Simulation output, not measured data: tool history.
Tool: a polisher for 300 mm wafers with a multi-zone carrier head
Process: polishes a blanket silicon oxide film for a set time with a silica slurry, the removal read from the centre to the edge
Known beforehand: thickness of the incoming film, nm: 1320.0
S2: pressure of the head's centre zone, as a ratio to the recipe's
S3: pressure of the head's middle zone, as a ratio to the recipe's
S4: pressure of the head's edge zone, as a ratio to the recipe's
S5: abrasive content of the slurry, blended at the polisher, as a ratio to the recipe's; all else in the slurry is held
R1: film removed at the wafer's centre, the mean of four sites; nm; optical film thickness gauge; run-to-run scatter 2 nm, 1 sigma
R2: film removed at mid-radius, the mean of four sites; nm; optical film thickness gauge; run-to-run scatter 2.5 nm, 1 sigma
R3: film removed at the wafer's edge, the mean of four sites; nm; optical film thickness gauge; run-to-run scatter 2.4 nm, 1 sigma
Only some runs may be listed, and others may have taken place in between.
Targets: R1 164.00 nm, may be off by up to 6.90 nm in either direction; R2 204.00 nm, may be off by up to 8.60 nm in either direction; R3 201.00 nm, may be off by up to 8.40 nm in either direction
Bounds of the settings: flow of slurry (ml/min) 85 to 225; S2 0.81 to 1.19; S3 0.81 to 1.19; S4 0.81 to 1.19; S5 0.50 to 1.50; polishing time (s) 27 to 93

run 1 day=0.000 | flow_of_slurry_(ml/min)=145 S2=1.00 S3=1.00 S4=1.00 S5=1.00 polishing_time_(s)=59 | R1=160.25 R2=167.91 R3=169.30
run 2 day=0.129 | flow_of_slurry_(ml/min)=150 S2=0.99 S3=1.01 S4=1.02 S5=1.00 polishing_time_(s)=59 | R1=162.97 R2=174.46 R3=175.50
run 3 day=0.346 | flow_of_slurry_(ml/min)=155 S2=0.98 S3=1.02 S4=1.03 S5=1.00 polishing_time_(s)=59 | R1=163.49 R2=169.72 R3=177.08
run 4 day=0.654 | flow_of_slurry_(ml/min)=150 S2=0.97 S3=1.04 S4=1.03 S5=1.05 polishing_time_(s)=59 | R1=164.67 R2=180.38 R3=176.37
run 5 day=0.975 | flow_of_slurry_(ml/min)=175 S2=0.97 S3=1.04 S4=1.03 S5=1.05 polishing_time_(s)=59 | R1=172.77 R2=182.17 R3=178.67
run 6 day=1.288 | flow_of_slurry_(ml/min)=175 S2=0.97 S3=1.04 S4=1.03 S5=0.85 polishing_time_(s)=59 | R1=151.66 R2=161.85 R3=163.81
run 7 day=1.612 | flow_of_slurry_(ml/min)=170 S2=0.96 S3=1.05 S4=1.04 S5=0.90 polishing_time_(s)=59 | R1=151.68 R2=171.21 R3=167.14
run 8 day=1.979 | flow_of_slurry_(ml/min)=170 S2=0.95 S3=1.05 S4=1.05 S5=0.95 polishing_time_(s)=59 | R1=157.07 R2=173.58 R3=171.02
run 9 day=2.121 | flow_of_slurry_(ml/min)=165 S2=0.94 S3=1.05 S4=1.06 S5=1.00 polishing_time_(s)=59 | R1=160.35 R2=177.31 R3=179.36
run 10 day=2.292 | flow_of_slurry_(ml/min)=165 S2=0.93 S3=1.06 S4=1.07 S5=1.00 polishing_time_(s)=59 | R1=154.03 R2=180.56 R3=177.69
run 11 day=2.508 | flow_of_slurry_(ml/min)=165 S2=0.93 S3=1.06 S4=1.08 S5=1.00 polishing_time_(s)=59 | R1=156.73 R2=177.18 R3=178.71

Which single option among these 4 for the next run brings every result within its allowed miss of target? Just one does.
run A day=2.725 | flow_of_slurry_(ml/min)=105 S2=0.81 S3=1.13 S4=1.09 S5=1.00 polishing_time_(s)=76 | R1=? R2=? R3=?
run B day=2.725 | flow_of_slurry_(ml/min)=125 S2=0.81 S3=1.10 S4=1.12 S5=0.95 polishing_time_(s)=75 | R1=? R2=? R3=?
run C day=2.725 | flow_of_slurry_(ml/min)=145 S2=0.86 S3=1.08 S4=1.07 S5=0.90 polishing_time_(s)=72 | R1=? R2=? R3=?
run D day=2.725 | flow_of_slurry_(ml/min)=170 S2=0.94 S3=1.04 S4=1.09 S5=0.90 polishing_time_(s)=65 | R1=? R2=? R3=?

move=A R1=163.95 R2=224.74 R3=214.16
move=B R1=164.65 R2=220.21 R3=214.07
move=C R1=167.14 R2=208.48 R3=199.34
move=D R1=168.45 R2=188.40 R3=185.24
A: pushes the last run's worst result past its target
B: pushes the last run's worst result past its target
C: in spec on every target
D: closes in on the targets versus the last run, not all within tolerance yet
C is the move that brings every result within its allowed miss.
